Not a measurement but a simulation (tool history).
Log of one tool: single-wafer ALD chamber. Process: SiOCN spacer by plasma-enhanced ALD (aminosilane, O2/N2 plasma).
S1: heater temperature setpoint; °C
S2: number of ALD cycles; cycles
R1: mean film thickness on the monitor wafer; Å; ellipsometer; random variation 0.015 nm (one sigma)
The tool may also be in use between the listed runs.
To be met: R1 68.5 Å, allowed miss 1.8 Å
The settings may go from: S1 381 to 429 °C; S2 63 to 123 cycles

| run | day | S1 | S2 | R1 |
|---|---|---|---|---|
| 1 | 0 | 405 | 93 | 55.405 |
| 2 | 0.179 | 401 | 93 | 56.204 |
| 3 | 0.371 | 401 | 101 | 60.695 |
| 4 | 0.579 | 410 | 101 | 59.102 |
| 5 | 0.796 | 410 | 96 | 56.203 |
| 6 | 0.888 | 409 | 98 | 57.848 |
| 7 | 1.267 | 408 | 100 | 58.862 |
| 8 | 1.583 | 407 | 102 | 60.26 |
| 9 | 1.838 | 406 | 104 | 61.524 |
| 10 | 1.954 | 405 | 105 | 62.354 |
| 11 | 2.262 | 404 | 106 | 63.316 |
| 12 | 2.317 | 403 | 107 | 64.2 |
| 13 | 2.458 | 402 | 108 | 65.008 |
| 14 | 2.733 | 401 | 109 | 65.603 |
| 15 | 3.008 | 401 | 110 | 66.533 |

4 next moves are on the table. One of them brings every result within its allowed miss. Which?
| A | 3.283 | 404 | 105 | ? |
| B | 3.283 | 396 | 114 | ? |
| C | 3.283 | 402 | 107 | ? |
| D | 3.283 | 407 | 108 | ? |

| move | R1 |
|---|---|
| A | 62.579 |
| B | 68.755 |
| C | 64.183 |
| D | 63.744 |
A: further off than the last run
B: meets every target
C: further off than the last run
D: further off than the last run
The right move is B.

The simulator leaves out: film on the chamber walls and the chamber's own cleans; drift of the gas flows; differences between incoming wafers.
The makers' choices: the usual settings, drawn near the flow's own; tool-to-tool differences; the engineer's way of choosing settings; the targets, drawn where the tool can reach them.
